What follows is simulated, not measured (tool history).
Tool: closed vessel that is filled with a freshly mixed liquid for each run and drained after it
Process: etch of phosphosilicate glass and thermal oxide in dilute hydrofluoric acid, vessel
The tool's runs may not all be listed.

run	hour	temperature setpoint of the liquid (C)	parts of water to one part of 49 % hydrofluoric acid (parts by volume)	time in the liquid (s)	thickness taken off the phosphosilicate glass on a monitor wafer (Å)	thickness taken off the thermal oxide on a monitor wafer (Å)
1	0.0	25.0	85	60	991.67	38.877
2	5.6	27.0	75	60	1254.60	49.234
3	7.7	28.5	70	60	1452.30	55.808
4	8.7	29.5	65	60	1639.90	63.674
5	12.6	30.5	65	60	1692.90	65.647
6	14.2	30.5	50	60	2280.30	87.294

Run 7 comes next. What will it give?
7	22.5	29.5	50	60	?	?

thickness taken off the phosphosilicate glass on a monitor wafer (Å): 2132.20
thickness taken off the thermal oxide on a monitor wafer (Å): 83.617
